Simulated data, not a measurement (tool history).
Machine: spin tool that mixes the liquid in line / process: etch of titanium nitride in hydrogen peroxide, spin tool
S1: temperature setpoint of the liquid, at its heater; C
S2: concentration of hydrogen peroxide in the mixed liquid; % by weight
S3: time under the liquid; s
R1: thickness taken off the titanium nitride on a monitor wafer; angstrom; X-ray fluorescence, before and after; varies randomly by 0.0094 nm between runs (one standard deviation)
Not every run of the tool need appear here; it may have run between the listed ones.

{"run": 1, "hour": 0.0, "S1": 56, "S2": 21.5, "S3": 15, "R1": 16.215}
{"run": 2, "hour": 5.0, "S1": 61.5, "S2": 21.5, "S3": 15, "R1": 23.433}
{"run": 3, "hour": 13.4, "S1": 61.5, "S2": 21.5, "S3": 15, "R1": 23.725}
{"run": 4, "hour": 15.4, "S1": 61.5, "S2": 21.5, "S3": 15, "R1": 23.417}
{"run": 5, "hour": 21.3, "S1": 65, "S2": 21.5, "S3": 15, "R1": 29.759}
{"run": 6, "hour": 25.0, "S1": 63, "S2": 21.5, "S3": 15, "R1": 26.052}
{"run": 7, "hour": 25.8, "S1": 61.5, "S2": 21.5, "S3": 15, "R1": 23.618}
{"run": 8, "hour": 27.1, "S1": 60.5, "S2": 21.5, "S3": 15, "R1": 21.595}

Predict the results of run 9:
{"run": 9, "hour": 33.9, "S1": 59.5, "S2": 21.5, "S3": 15, "R1": "?"}

{"run 9": {"R1": 20.188}}
